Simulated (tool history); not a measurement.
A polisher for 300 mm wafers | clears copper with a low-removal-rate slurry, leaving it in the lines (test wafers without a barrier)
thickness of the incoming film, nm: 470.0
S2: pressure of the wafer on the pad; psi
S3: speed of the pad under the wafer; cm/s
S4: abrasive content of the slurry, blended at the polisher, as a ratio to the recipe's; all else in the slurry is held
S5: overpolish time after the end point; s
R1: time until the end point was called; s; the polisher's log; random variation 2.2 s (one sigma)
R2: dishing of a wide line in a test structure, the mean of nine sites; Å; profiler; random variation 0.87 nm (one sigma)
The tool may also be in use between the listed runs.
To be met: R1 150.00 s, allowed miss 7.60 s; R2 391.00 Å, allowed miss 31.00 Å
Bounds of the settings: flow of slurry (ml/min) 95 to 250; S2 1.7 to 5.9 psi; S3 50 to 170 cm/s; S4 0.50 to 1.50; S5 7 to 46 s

{"run": 1, "hour": 0.0, "flow of slurry (ml/min)": 160, "S2": 3.8, "S3": 110, "S4": 1.0, "S5": 24, "R1": 121.04, "R2": 575.46}
{"run": 2, "hour": 8.1, "flow of slurry (ml/min)": 160, "S2": 3.8, "S3": 110, "S4": 1.0, "S5": 19, "R1": 119.08, "R2": 483.72}
{"run": 3, "hour": 8.7, "flow of slurry (ml/min)": 160, "S2": 3.6, "S3": 110, "S4": 1.0, "S5": 19, "R1": 126.33, "R2": 437.87}
{"run": 4, "hour": 13.3, "flow of slurry (ml/min)": 160, "S2": 3.6, "S3": 110, "S4": 0.9, "S5": 19, "R1": 129.42, "R2": 440.34}
{"run": 5, "hour": 19.8, "flow of slurry (ml/min)": 160, "S2": 3.5, "S3": 110, "S4": 0.9, "S5": 19, "R1": 133.85, "R2": 423.85}
{"run": 6, "hour": 20.6, "flow of slurry (ml/min)": 160, "S2": 3.5, "S3": 110, "S4": 0.9, "S5": 25, "R1": 131.44, "R2": 537.35}
{"run": 7, "hour": 27.9, "flow of slurry (ml/min)": 160, "S2": 3.4, "S3": 110, "S4": 0.9, "S5": 24, "R1": 134.58, "R2": 505.9}
{"run": 8, "hour": 35.6, "flow of slurry (ml/min)": 160, "S2": 3.3, "S3": 110, "S4": 0.9, "S5": 23, "R1": 140.29, "R2": 485.82}
{"run": 9, "hour": 42.4, "flow of slurry (ml/min)": 160, "S2": 3.3, "S3": 110, "S4": 0.9, "S5": 23, "R1": 141.66, "R2": 473.08}
{"run": 10, "hour": 45.4, "flow of slurry (ml/min)": 160, "S2": 3.3, "S3": 110, "S4": 0.9, "S5": 23, "R1": 137.97, "R2": 485.89}
{"run": 11, "hour": 53.4, "flow of slurry (ml/min)": 160, "S2": 2.9, "S3": 110, "S4": 0.9, "S5": 17, "R1": 157.5, "R2": 330.17}

4 next moves are on the table. One of them brings every result within its allowed miss. Which?
{"run": "A", "hour": 61.4, "flow of slurry (ml/min)": 135, "S2": 3.6, "S3": 114, "S4": 0.75, "S5": 17, "R1": "?", "R2": "?"}
{"run": "B", "hour": 61.4, "flow of slurry (ml/min)": 140, "S2": 2.6, "S3": 120, "S4": 0.8, "S5": 27, "R1": "?", "R2": "?"}
{"run": "C", "hour": 61.4, "flow of slurry (ml/min)": 145, "S2": 3.2, "S3": 106, "S4": 1.0, "S5": 19, "R1": "?", "R2": "?"}
{"run": "D", "hour": 61.4, "flow of slurry (ml/min)": 100, "S2": 2.8, "S3": 120, "S4": 1.0, "S5": 22, "R1": "?", "R2": "?"}

move=A R1=132.74 R2=384.00
move=B R1=168.73 R2=449.66
move=C R1=146.55 R2=385.93
move=D R1=161.97 R2=398.01
A: brings the result that was furthest off to its target, and leaves another outside
B: takes the result that was furthest off past its target
C: meets every target
D: brings the result that was furthest off to its target, and leaves another outside
The right move is C.
